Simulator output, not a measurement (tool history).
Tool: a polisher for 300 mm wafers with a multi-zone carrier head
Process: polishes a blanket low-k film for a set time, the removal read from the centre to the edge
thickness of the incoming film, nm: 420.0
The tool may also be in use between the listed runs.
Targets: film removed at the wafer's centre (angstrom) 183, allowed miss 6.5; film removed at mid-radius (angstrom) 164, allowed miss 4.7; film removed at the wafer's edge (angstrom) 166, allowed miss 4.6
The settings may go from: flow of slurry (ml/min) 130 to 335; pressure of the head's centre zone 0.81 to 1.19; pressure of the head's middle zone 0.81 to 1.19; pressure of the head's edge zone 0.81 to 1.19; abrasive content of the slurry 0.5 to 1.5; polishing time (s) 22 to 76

run,hour,flow of slurry (ml/min),pressure of the head's centre zone,pressure of the head's middle zone,pressure of the head's edge zone,abrasive content of the slurry,polishing time (s),film removed at the wafer's centre (angstrom),film removed at mid-radius (angstrom),film removed at the wafer's edge (angstrom)
1,0,215,1,1,1,1,49,131.43,130.3,127.02
2,3.4,215,1,1.04,1,1,49,131.37,134.21,127.51
3,10.9,220,1.02,1.04,1.02,1.05,49,136.35,135.38,131.13
4,18.5,255,1.02,1.04,1.02,1.05,49,137.07,139.35,131.18
5,26.8,255,1.02,1.07,1.02,1.05,49,140.62,144.46,133.3
6,31.1,250,1.04,1.07,1.04,1.1,49,142.23,146.84,134.1
7,39.1,245,1.05,1.05,1.04,1.15,50,150.7,147.51,140.66
8,45.3,285,1.14,1.07,1.14,1.35,50,174.66,161.57,157.76
9,52.5,285,1.14,1.07,1.15,1.35,50,175.89,161.43,157.26

4 next moves are on the table. One of them brings every result within its allowed miss. Which?
A,59.7,295,1.16,1.05,1.11,1.35,50,?,?,?
B,59.7,320,1.12,1,1.12,1.35,53,?,?,?
C,59.7,300,1.17,1.06,1.12,1.4,50,?,?,?
D,59.7,290,1.12,1.03,1.14,1.35,48,?,?,?

move,film removed at the wafer's centre (angstrom),film removed at mid-radius (angstrom),film removed at the wafer's edge (angstrom)
A,178,160.36,154.59
B,184.08,164.29,165.56
C,182.05,163.98,157.4
D,165.16,151.24,150.15
A: further off than the last run
B: meets every target
C: as far off as the last run
D: further off than the last run
Move B is the one to make.

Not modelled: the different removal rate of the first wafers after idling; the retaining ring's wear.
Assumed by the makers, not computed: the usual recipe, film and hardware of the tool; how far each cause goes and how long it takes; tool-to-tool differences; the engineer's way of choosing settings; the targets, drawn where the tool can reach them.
